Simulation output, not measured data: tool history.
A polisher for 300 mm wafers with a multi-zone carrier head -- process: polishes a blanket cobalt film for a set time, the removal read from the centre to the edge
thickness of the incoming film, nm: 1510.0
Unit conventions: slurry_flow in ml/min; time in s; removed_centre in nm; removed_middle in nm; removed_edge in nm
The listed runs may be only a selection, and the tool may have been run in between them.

{"run": 1, "hour": 0.0, "slurry_flow": 175, "centre_zone": 1.0, "middle_zone": 1.0, "edge_zone": 1.0, "time": 63, "removed_centre": 335.12, "removed_middle": 331.9, "removed_edge": 327.69}
{"run": 2, "hour": 3.4, "slurry_flow": 175, "centre_zone": 1.0, "middle_zone": 1.0, "edge_zone": 1.0, "time": 70, "removed_centre": 366.68, "removed_middle": 368.9, "removed_edge": 367.65}
{"run": 3, "hour": 6.4, "slurry_flow": 160, "centre_zone": 0.96, "middle_zone": 0.95, "edge_zone": 0.96, "time": 60, "removed_centre": 298.94, "removed_middle": 299.02, "removed_edge": 301.85}
{"run": 4, "hour": 12.8, "slurry_flow": 175, "centre_zone": 0.96, "middle_zone": 0.95, "edge_zone": 0.96, "time": 60, "removed_centre": 301.49, "removed_middle": 309.46, "removed_edge": 302.66}
{"run": 5, "hour": 17.1, "slurry_flow": 175, "centre_zone": 0.9, "middle_zone": 0.95, "edge_zone": 0.96, "time": 60, "removed_centre": 289.03, "removed_middle": 305.69, "removed_edge": 307.22}
{"run": 6, "hour": 25.6, "slurry_flow": 175, "centre_zone": 0.9, "middle_zone": 0.95, "edge_zone": 0.99, "time": 60, "removed_centre": 289.2, "removed_middle": 307.57, "removed_edge": 315.15}
{"run": 7, "hour": 27.2, "slurry_flow": 160, "centre_zone": 0.9, "middle_zone": 0.91, "edge_zone": 0.96, "time": 54, "removed_centre": 252.28, "removed_middle": 264.27, "removed_edge": 273.03}
{"run": 8, "hour": 31.9, "slurry_flow": 145, "centre_zone": 0.91, "middle_zone": 0.88, "edge_zone": 0.94, "time": 51, "removed_centre": 238.44, "removed_middle": 242.16, "removed_edge": 252.66}

What will run 9 give?
{"run": 9, "hour": 37.7, "slurry_flow": 135, "centre_zone": 0.92, "middle_zone": 0.86, "edge_zone": 0.93, "time": 48, "removed_centre": "?", "removed_middle": "?", "removed_edge": "?"}

removed_centre: 224.41 nm
removed_middle: 224.00 nm
removed_edge: 233.65 nm
